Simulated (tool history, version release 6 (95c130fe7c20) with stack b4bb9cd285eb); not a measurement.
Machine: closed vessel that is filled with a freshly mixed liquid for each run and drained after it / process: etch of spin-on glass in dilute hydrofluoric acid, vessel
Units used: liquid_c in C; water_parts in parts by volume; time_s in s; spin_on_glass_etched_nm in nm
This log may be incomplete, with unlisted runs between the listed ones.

run 1 hour=0 | liquid_c=23 water_parts=95 time_s=105 | spin_on_glass_etched_nm=24.495
run 2 hour=5.2 | liquid_c=21 water_parts=110 time_s=105 | spin_on_glass_etched_nm=18.968
run 3 hour=8.3 | liquid_c=23.5 water_parts=110 time_s=105 | spin_on_glass_etched_nm=20.863
run 4 hour=17.1 | liquid_c=23.5 water_parts=110 time_s=115 | spin_on_glass_etched_nm=23.214
run 5 hour=25.9 | liquid_c=21 water_parts=110 time_s=115 | spin_on_glass_etched_nm=20.893
run 6 hour=32.7 | liquid_c=19.5 water_parts=120 time_s=115 | spin_on_glass_etched_nm=17.925
run 7 hour=38.1 | liquid_c=18.5 water_parts=130 time_s=115 | spin_on_glass_etched_nm=15.447

Run 8 is up next; what results do you expect?
run 8 hour=42.6 | liquid_c=18 water_parts=135 time_s=115 | spin_on_glass_etched_nm=?

Run 8 came out at spin_on_glass_etched_nm 14.587 nm.
